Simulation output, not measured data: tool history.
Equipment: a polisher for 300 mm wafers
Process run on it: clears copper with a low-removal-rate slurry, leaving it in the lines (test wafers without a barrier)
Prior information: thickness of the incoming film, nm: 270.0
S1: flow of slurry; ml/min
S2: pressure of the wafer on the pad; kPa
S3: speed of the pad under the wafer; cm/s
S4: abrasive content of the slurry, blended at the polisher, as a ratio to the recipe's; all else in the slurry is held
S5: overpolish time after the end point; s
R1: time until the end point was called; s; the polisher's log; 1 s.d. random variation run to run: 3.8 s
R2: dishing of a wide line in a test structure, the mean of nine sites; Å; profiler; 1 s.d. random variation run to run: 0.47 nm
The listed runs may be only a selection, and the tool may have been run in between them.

run	day	S1	S2	S3	S4	S5	R1	R2
1	0.000	160	15.2	120	1.0	22	109.58	342.11
2	0.292	160	15.2	120	1.2	22	106.34	373.27
3	0.350	160	14.5	118	1.2	22	111.04	371.81
4	0.588	160	11.7	118	1.2	22	126.26	320.25
5	0.850	160	11.0	114	1.2	22	135.74	291.92
6	1.079	160	10.3	110	1.2	22	140.39	270.99
7	1.133	160	9.7	106	1.2	23	152.35	273.49

Run 8 has not been measured yet. What should we expect?
8	1.358	160	9.7	104	1.2	23	?	?

For run 8 the tool returned R1 157.49 s, R2 268.39 Å.
